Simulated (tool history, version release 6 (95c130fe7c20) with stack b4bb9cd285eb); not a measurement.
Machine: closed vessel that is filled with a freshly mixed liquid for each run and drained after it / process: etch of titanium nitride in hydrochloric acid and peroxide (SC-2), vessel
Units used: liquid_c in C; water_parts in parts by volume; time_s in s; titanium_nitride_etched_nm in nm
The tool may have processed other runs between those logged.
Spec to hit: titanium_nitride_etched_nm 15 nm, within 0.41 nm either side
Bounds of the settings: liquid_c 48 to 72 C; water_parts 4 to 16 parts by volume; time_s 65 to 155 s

run  hour  liquid_c  water_parts  time_s  titanium_nitride_etched_nm
  1     0        64            9     155                       8.073
  2     5        64         10.5     155                      7.1112
  3   9.7        64         10.5     155                      7.1631
  4  17.9      66.5          9.5     155                      8.9961
  5  23.6      68.5            9     155                      10.666
  6  26.5      69.5          8.5     155                      11.662
  7  35.4      70.5            8     155                      12.916
  8  43.3        72            7     155                      15.769

Exercise: of the 4 proposed moves below, exactly one satisfies all targets within the stated allowed misses. Which move is it?
  A  51.2        71          6.5     155                           ?
  B  51.2        72          7.5     155                           ?
  C  51.2        68            5     155                           ?
  D  51.2        70            7     155                           ?

move  titanium_nitride_etched_nm
   A                      15.821
   B                      15.011
   C                       16.08
   D                      14.087
A: its largest miss is bigger than the last run's
B: every result within its allowed miss
C: its largest miss is bigger than the last run's
D: takes the biggest miss from the last run beyond its target
B is the move that brings every result within its allowed miss.

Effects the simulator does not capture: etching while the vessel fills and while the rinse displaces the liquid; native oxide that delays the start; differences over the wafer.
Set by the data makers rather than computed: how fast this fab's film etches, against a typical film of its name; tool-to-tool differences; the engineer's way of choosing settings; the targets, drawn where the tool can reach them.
